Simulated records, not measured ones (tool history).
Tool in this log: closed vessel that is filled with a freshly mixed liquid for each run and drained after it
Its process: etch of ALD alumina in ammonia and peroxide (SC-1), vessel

run	hour	temperature setpoint of the liquid (C)	parts of 29 % ammonia solution to one part of 30 % peroxide (parts by volume)	time in the liquid (s)	thickness taken off the ALD alumina on a monitor wafer (nm)
1	0.0	56	0.95	30	2.8932
2	1.5	56	0.95	30	2.8974
3	6.3	56	1.20	30	2.9982
4	12.0	56	1.20	30	2.9820
5	19.3	56	1.20	30	2.9411
6	26.0	56	1.20	30	2.9596

Run 7, settings as shown, results not yet in. Your forecast:
7	33.6	55	1.20	30	?

thickness taken off the ALD alumina on a monitor wafer (nm): 2.8103
